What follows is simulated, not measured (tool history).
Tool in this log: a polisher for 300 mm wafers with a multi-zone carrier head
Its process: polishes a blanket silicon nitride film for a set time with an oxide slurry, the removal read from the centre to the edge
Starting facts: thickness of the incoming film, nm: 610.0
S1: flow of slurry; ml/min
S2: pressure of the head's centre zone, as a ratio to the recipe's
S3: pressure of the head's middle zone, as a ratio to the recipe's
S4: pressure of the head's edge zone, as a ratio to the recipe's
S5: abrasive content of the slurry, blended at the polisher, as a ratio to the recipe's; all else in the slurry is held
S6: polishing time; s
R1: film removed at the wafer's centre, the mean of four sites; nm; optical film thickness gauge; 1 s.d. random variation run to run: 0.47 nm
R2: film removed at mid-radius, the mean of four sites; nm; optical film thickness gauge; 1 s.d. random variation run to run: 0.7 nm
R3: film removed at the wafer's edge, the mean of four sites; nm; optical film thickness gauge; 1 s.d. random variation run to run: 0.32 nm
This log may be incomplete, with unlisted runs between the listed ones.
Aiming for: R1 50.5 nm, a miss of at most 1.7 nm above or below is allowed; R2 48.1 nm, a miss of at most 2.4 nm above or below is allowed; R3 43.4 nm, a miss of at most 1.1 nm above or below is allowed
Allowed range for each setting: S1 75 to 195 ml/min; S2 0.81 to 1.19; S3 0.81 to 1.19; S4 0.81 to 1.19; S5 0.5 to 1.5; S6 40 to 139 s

Run 1, hour 0: S1 125 ml/min, S2 1, S3 1, S4 1, S5 1, S6 89 s. Result: R1 52.15 nm, R2 51.064 nm, R3 50.9 nm.
Run 2, hour 3.1: S1 115 ml/min, S2 1.01, S3 1.01, S4 0.96, S5 1, S6 89 s. Result: R1 52.926 nm, R2 50.184 nm, R3 49.637 nm.
Run 3, hour 3.9: S1 125 ml/min, S2 1.01, S3 1.01, S4 0.96, S5 1, S6 89 s. Result: R1 52.344 nm, R2 52.561 nm, R3 49.643 nm.
Run 4, hour 10.9: S1 125 ml/min, S2 0.93, S3 1.01, S4 0.96, S5 1, S6 89 s. Result: R1 49.165 nm, R2 51.25 nm, R3 49.783 nm.
Run 5, hour 12.9: S1 120 ml/min, S2 0.95, S3 1.01, S4 0.93, S5 1, S6 89 s. Result: R1 49.102 nm, R2 50.664 nm, R3 48.724 nm.
Run 6, hour 20.3: S1 120 ml/min, S2 0.95, S3 1.01, S4 1.01, S5 1, S6 89 s. Result: R1 49.397 nm, R2 51.468 nm, R3 51.385 nm.
Run 7, hour 28.7: S1 115 ml/min, S2 0.96, S3 1.01, S4 0.97, S5 1, S6 89 s. Result: R1 49.879 nm, R2 52.375 nm, R3 49.321 nm.
Run 8, hour 33.1: S1 110 ml/min, S2 0.97, S3 1, S4 0.94, S5 1, S6 89 s. Result: R1 50.334 nm, R2 51.311 nm, R3 48.992 nm.
Run 9, hour 35.7: S1 95 ml/min, S2 1.07, S3 1.05, S4 0.84, S5 0.8, S6 88 s. Result: R1 48.479 nm, R2 47.135 nm, R3 40.894 nm.
Run 10, hour 42.2: S1 100 ml/min, S2 1.07, S3 1.05, S4 0.85, S5 0.8, S6 88 s. Result: R1 49.737 nm, R2 47.485 nm, R3 41.327 nm.
Run 11, hour 45.6: S1 105 ml/min, S2 1.07, S3 1.05, S4 0.86, S5 0.8, S6 88 s. Result: R1 48.75 nm, R2 48.023 nm, R3 42.211 nm.
Run 12, hour 48.4: S1 105 ml/min, S2 1.08, S3 1.05, S4 0.86, S5 0.8, S6 88 s. Result: R1 50.08 nm, R2 48.216 nm, R3 42.183 nm.
Run 13, hour 51.3: S1 105 ml/min, S2 1.08, S3 1.05, S4 0.87, S5 0.8, S6 88 s. Result: R1 50.979 nm, R2 47.825 nm, R3 42.518 nm.

Exactly one of the 4 candidate moves below puts every result within its allowed miss. Which one?
Run A, hour 54.2: S1 105 ml/min, S2 1.14, S3 1.03, S4 0.81, S5 0.75, S6 91 s. Result: R1 ?, R2 ?, R3 ?.
Run B, hour 54.2: S1 100 ml/min, S2 1.18, S3 1.08, S4 0.84, S5 0.85, S6 86 s. Result: R1 ?, R2 ?, R3 ?.
Run C, hour 54.2: S1 135 ml/min, S2 1.15, S3 1.12, S4 0.91, S5 0.6, S6 93 s. Result: R1 ?, R2 ?, R3 ?.
Run D, hour 54.2: S1 115 ml/min, S2 1.07, S3 1.06, S4 0.9, S5 0.9, S6 84 s. Result: R1 ?, R2 ?, R3 ?.

move      R1      R2      R3
   A  53.196  45.766  41.022
   B  54.397  47.083  41.256
   C  51.904  47.271  41.095
   D  50.372  47.247  43.131
A: the biggest miss grows against the last run
B: the biggest miss grows against the last run
C: the biggest miss grows against the last run
D: all results land within tolerance of their targets
Answer: D

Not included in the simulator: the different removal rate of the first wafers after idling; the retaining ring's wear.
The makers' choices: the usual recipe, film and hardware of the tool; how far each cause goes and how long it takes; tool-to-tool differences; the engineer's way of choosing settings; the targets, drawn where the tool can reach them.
